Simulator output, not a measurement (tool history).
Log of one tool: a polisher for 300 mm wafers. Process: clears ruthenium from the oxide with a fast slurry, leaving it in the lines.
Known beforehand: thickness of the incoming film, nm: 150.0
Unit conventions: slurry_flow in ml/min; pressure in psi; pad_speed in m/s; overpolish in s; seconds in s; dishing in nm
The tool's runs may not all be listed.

run 1 hour=0.0 | slurry_flow=235 pressure=2.7 pad_speed=1.16 slurry_solids=1.00 overpolish=21 | seconds=38.643 dishing=65.382
run 2 hour=4.4 | slurry_flow=200 pressure=2.7 pad_speed=1.16 slurry_solids=1.00 overpolish=21 | seconds=39.109 dishing=64.260
run 3 hour=7.5 | slurry_flow=200 pressure=2.9 pad_speed=1.16 slurry_solids=1.00 overpolish=19 | seconds=35.999 dishing=61.552
run 4 hour=10.2 | slurry_flow=200 pressure=2.5 pad_speed=1.16 slurry_solids=1.00 overpolish=19 | seconds=41.848 dishing=54.332
run 5 hour=18.3 | slurry_flow=200 pressure=2.5 pad_speed=1.38 slurry_solids=1.00 overpolish=19 | seconds=34.824 dishing=62.206
run 6 hour=26.6 | slurry_flow=200 pressure=2.5 pad_speed=1.38 slurry_solids=1.10 overpolish=19 | seconds=33.964 dishing=67.108

For run 7, what comes out?
run 7 hour=28.1 | slurry_flow=200 pressure=2.6 pad_speed=1.38 slurry_solids=1.05 overpolish=18 | seconds=? dishing=?

seconds: 33.038 s
dishing: 64.461 nm
